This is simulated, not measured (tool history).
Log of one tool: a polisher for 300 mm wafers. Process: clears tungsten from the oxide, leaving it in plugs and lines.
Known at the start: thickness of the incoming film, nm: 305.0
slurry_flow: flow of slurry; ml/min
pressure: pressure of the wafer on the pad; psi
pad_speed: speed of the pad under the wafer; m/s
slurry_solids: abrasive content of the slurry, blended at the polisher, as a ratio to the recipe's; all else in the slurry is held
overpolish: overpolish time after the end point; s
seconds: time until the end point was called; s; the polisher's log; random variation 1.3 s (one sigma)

run 1 hour=0 | slurry_flow=220 pressure=3.7 pad_speed=0.88 slurry_solids=1 overpolish=19 | seconds=73.858
run 2 hour=2.5 | slurry_flow=220 pressure=3.7 pad_speed=0.88 slurry_solids=0.85 overpolish=19 | seconds=77.669
run 3 hour=4.3 | slurry_flow=220 pressure=3.7 pad_speed=0.88 slurry_solids=0.85 overpolish=20 | seconds=76.457
run 4 hour=13 | slurry_flow=220 pressure=3.7 pad_speed=0.88 slurry_solids=0.9 overpolish=20 | seconds=76.831
run 5 hour=18 | slurry_flow=220 pressure=3.7 pad_speed=1.1 slurry_solids=0.9 overpolish=20 | seconds=62.215
run 6 hour=19.7 | slurry_flow=220 pressure=3.7 pad_speed=1.1 slurry_solids=0.9 overpolish=19 | seconds=61.62

Forecast run 7:
run 7 hour=25.8 | slurry_flow=215 pressure=3.1 pad_speed=1.02 slurry_solids=0.9 overpolish=19 | seconds=?

Run 7 gave seconds 78.537 s.

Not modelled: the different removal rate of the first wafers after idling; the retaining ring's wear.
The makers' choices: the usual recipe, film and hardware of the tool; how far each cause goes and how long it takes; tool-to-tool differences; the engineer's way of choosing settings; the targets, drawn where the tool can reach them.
